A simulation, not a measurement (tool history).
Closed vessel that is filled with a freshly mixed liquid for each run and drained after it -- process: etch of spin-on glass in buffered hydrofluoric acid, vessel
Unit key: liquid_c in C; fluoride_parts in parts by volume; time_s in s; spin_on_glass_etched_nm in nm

| run | hour | liquid_c | fluoride_parts | time_s | spin_on_glass_etched_nm |
|---|---|---|---|---|---|
| 1 | 0.0 | 22.0 | 10.5 | 30 | 50.833 |
| 2 | 8.0 | 24.0 | 10.5 | 30 | 56.858 |
| 3 | 13.9 | 24.0 | 10.5 | 30 | 57.080 |
| 4 | 21.7 | 22.0 | 10.5 | 30 | 51.129 |
| 5 | 28.2 | 22.0 | 13.0 | 30 | 41.489 |
|  | 29.6 | thermometer replaced |
| 6 | 29.6 | 22.0 | 13.0 | 30 | 44.275 |

Run 7 comes next. What will it give?
| 7 | 34.2 | 21.5 | 13.0 | 30 | ? |

Run 7 gave spin_on_glass_etched_nm 43.394 nm.
